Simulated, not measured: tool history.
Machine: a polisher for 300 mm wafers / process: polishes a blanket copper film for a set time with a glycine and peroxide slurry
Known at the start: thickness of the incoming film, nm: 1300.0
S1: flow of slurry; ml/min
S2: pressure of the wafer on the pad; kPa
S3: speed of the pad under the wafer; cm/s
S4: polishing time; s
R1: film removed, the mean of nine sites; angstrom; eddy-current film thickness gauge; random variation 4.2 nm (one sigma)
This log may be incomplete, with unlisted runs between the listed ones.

run 1 hour=0.0 | S1=300 S2=20.7 S3=126 S4=85 | R1=5411.7
run 2 hour=1.7 | S1=300 S2=20.7 S3=102 S4=85 | R1=4621.3
run 3 hour=4.7 | S1=265 S2=20.7 S3=102 S4=85 | R1=4538.7
run 4 hour=9.8 | S1=265 S2=20.7 S3=116 S4=85 | R1=5133.1
run 5 hour=13.4 | S1=265 S2=19.3 S3=116 S4=85 | R1=4748.3
run 6 hour=15.1 | S1=265 S2=19.3 S3=116 S4=85 | R1=4733.6

Predict the results of run 7:
run 7 hour=16.1 | S1=265 S2=18.6 S3=116 S4=85 | R1=?

R1: 4468.9 angstrom
